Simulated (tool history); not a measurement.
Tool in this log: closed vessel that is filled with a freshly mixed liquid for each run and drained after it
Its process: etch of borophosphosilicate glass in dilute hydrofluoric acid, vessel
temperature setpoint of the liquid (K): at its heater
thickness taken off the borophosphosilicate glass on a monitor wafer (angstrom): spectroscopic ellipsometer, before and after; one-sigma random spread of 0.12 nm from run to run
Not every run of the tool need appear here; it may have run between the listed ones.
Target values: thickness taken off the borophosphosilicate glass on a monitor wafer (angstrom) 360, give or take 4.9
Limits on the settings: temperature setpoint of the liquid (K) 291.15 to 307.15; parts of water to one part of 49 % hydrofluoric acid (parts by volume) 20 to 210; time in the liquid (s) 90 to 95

run,hour,temperature setpoint of the liquid (K),parts of water to one part of 49 % hydrofluoric acid (parts by volume),time in the liquid (s),thickness taken off the borophosphosilicate glass on a monitor wafer (angstrom)
1,0,299.15,115,90,245.42
2,7.2,301.65,110,90,282.63
3,10.9,300.15,110,90,268.52
4,16,302.15,110,90,288.6
5,20.5,303.65,110,90,304.79
6,23.5,306.65,110,90,340.64
# hour 27.1: thermometer replaced
7,27.1,307.15,110,90,320.98
8,29.4,307.15,95,90,378.34

Exercise: of the 5 proposed moves below, exactly one satisfies all targets within the stated allowed misses. Which move is it?
A,31.7,306.65,100,95,?
B,31.7,301.65,80,90,?
C,31.7,307.15,105,95,?
D,31.7,306.65,95,90,?
E,31.7,304.65,95,95,?

move,thickness taken off the borophosphosilicate glass on a monitor wafer (angstrom)
A,373.98
B,378.15
C,359.89
D,375.82
E,368.55
A: nearer the targets than the last run, but a result is still out of spec
B: about the same distance from the targets as the last run
C: all results in spec
D: nearer the targets than the last run, but a result is still out of spec
E: nearer the targets than the last run, but a result is still out of spec
Move C is the one to make.

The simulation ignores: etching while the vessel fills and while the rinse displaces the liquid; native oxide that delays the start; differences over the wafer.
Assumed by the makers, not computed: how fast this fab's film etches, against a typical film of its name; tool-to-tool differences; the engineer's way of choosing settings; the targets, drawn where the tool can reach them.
